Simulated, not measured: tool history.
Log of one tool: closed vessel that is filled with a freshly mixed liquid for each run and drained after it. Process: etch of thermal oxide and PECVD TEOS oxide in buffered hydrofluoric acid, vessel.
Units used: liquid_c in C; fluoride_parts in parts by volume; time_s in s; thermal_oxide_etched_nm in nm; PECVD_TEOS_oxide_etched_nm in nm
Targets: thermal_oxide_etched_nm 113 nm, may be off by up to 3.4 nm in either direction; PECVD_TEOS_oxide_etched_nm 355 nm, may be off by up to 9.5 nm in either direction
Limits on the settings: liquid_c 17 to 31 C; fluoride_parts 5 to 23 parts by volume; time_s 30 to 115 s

run 1 hour=0 | liquid_c=23 fluoride_parts=14 time_s=60 | thermal_oxide_etched_nm=45.339 PECVD_TEOS_oxide_etched_nm=143.46
run 2 hour=8.7 | liquid_c=23 fluoride_parts=14 time_s=35 | thermal_oxide_etched_nm=25.806 PECVD_TEOS_oxide_etched_nm=83.174
run 3 hour=10.1 | liquid_c=23 fluoride_parts=15.5 time_s=35 | thermal_oxide_etched_nm=24.138 PECVD_TEOS_oxide_etched_nm=75.668
run 4 hour=10.8 | liquid_c=25 fluoride_parts=13.5 time_s=40 | thermal_oxide_etched_nm=35.216 PECVD_TEOS_oxide_etched_nm=109.02
run 5 hour=12.4 | liquid_c=25 fluoride_parts=15 time_s=40 | thermal_oxide_etched_nm=31.141 PECVD_TEOS_oxide_etched_nm=98.711
run 6 hour=14.6 | liquid_c=26.5 fluoride_parts=12.5 time_s=45 | thermal_oxide_etched_nm=45.867 PECVD_TEOS_oxide_etched_nm=146.54
run 7 hour=17.2 | liquid_c=27.5 fluoride_parts=11 time_s=45 | thermal_oxide_etched_nm=54.098 PECVD_TEOS_oxide_etched_nm=174.38
run 8 hour=20.7 | liquid_c=27.5 fluoride_parts=11 time_s=45 | thermal_oxide_etched_nm=54.775 PECVD_TEOS_oxide_etched_nm=175.35
run 9 hour=24.6 | liquid_c=28.5 fluoride_parts=9.5 time_s=45 | thermal_oxide_etched_nm=67.062 PECVD_TEOS_oxide_etched_nm=212.62
-- hour=28.8 hydrofluoric acid flow meter replaced
run 10 hour=28.8 | liquid_c=29 fluoride_parts=8.5 time_s=45 | thermal_oxide_etched_nm=82.318 PECVD_TEOS_oxide_etched_nm=257.97
run 11 hour=37.8 | liquid_c=31 fluoride_parts=6.5 time_s=45 | thermal_oxide_etched_nm=119.69 PECVD_TEOS_oxide_etched_nm=383.26
run 12 hour=39.6 | liquid_c=30.5 fluoride_parts=6.5 time_s=45 | thermal_oxide_etched_nm=117.66 PECVD_TEOS_oxide_etched_nm=371.71

Pick the move, out of 4, that brings all results within their allowed miss; only one does.
run A hour=41.4 | liquid_c=29.5 fluoride_parts=10.5 time_s=80 | thermal_oxide_etched_nm=? PECVD_TEOS_oxide_etched_nm=?
run B hour=41.4 | liquid_c=29.5 fluoride_parts=7 time_s=55 | thermal_oxide_etched_nm=? PECVD_TEOS_oxide_etched_nm=?
run C hour=41.4 | liquid_c=28 fluoride_parts=6.5 time_s=50 | thermal_oxide_etched_nm=? PECVD_TEOS_oxide_etched_nm=?
run D hour=41.4 | liquid_c=26.5 fluoride_parts=6 time_s=55 | thermal_oxide_etched_nm=? PECVD_TEOS_oxide_etched_nm=?

move=A thermal_oxide_etched_nm=126.11 PECVD_TEOS_oxide_etched_nm=397.07
move=B thermal_oxide_etched_nm=127.45 PECVD_TEOS_oxide_etched_nm=401.28
move=C thermal_oxide_etched_nm=114.15 PECVD_TEOS_oxide_etched_nm=359.4
move=D thermal_oxide_etched_nm=124.22 PECVD_TEOS_oxide_etched_nm=391.12
A: the biggest miss grows against the last run
B: the biggest miss grows against the last run
C: all results land within tolerance of their targets
D: the biggest miss grows against the last run
C meets every target.
